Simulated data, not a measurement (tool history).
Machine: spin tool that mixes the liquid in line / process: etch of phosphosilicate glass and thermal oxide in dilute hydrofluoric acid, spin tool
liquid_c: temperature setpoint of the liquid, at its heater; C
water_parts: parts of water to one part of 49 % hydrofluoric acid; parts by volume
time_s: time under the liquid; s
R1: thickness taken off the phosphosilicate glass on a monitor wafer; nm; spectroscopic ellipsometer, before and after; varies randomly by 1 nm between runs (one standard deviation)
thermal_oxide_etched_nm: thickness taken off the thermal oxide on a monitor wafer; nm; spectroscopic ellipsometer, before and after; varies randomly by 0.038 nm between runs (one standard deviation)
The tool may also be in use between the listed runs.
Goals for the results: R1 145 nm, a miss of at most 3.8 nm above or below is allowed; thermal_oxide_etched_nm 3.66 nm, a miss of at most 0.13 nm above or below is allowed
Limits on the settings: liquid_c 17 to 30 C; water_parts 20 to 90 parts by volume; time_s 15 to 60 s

run 1 hour=0 | liquid_c=22 water_parts=50 time_s=30 | R1=101.28 thermal_oxide_etched_nm=2.5521
run 2 hour=9 | liquid_c=22 water_parts=50 time_s=15 | R1=50.88 thermal_oxide_etched_nm=1.2607
run 3 hour=11.7 | liquid_c=22 water_parts=50 time_s=15 | R1=50.047 thermal_oxide_etched_nm=1.2769
run 4 hour=20.6 | liquid_c=24 water_parts=40 time_s=15 | R1=69.469 thermal_oxide_etched_nm=1.7364
run 5 hour=26.1 | liquid_c=25.5 water_parts=35 time_s=15 | R1=85.081 thermal_oxide_etched_nm=2.1018
run 6 hour=31.4 | liquid_c=26.5 water_parts=30 time_s=15 | R1=103.19 thermal_oxide_etched_nm=2.5733
run 7 hour=39.9 | liquid_c=27.5 water_parts=30 time_s=15 | R1=107.57 thermal_oxide_etched_nm=2.7258
run 8 hour=47 | liquid_c=27.5 water_parts=30 time_s=15 | R1=108.17 thermal_oxide_etched_nm=2.718
run 9 hour=50.2 | liquid_c=30 water_parts=20 time_s=15 | R1=182.5 thermal_oxide_etched_nm=4.4776
run 10 hour=54.5 | liquid_c=26.5 water_parts=20 time_s=15 | R1=158.04 thermal_oxide_etched_nm=4.0048
run 11 hour=58.7 | liquid_c=26 water_parts=20 time_s=15 | R1=155.45 thermal_oxide_etched_nm=3.8775
run 12 hour=65.2 | liquid_c=25.5 water_parts=20 time_s=15 | R1=151.84 thermal_oxide_etched_nm=3.8493

Consider the 4 candidate settings below. Which is the only one whose results all fall within their allowed miss of target?
run A hour=71.7 | liquid_c=23 water_parts=25 time_s=20 | R1=? thermal_oxide_etched_nm=?
run B hour=71.7 | liquid_c=26 water_parts=20 time_s=15 | R1=? thermal_oxide_etched_nm=?
run C hour=71.7 | liquid_c=24.5 water_parts=25 time_s=20 | R1=? thermal_oxide_etched_nm=?
run D hour=71.7 | liquid_c=30 water_parts=45 time_s=30 | R1=? thermal_oxide_etched_nm=?

move=A R1=143.71 thermal_oxide_etched_nm=3.5851
move=B R1=153.87 thermal_oxide_etched_nm=3.8386
move=C R1=153.08 thermal_oxide_etched_nm=3.8188
move=D R1=154.94 thermal_oxide_etched_nm=3.8651
A: all results land within tolerance of their targets
B: moves away from the targets compared with the last run
C: moves away from the targets compared with the last run
D: moves away from the targets compared with the last run
A is the move that brings every result within its allowed miss.

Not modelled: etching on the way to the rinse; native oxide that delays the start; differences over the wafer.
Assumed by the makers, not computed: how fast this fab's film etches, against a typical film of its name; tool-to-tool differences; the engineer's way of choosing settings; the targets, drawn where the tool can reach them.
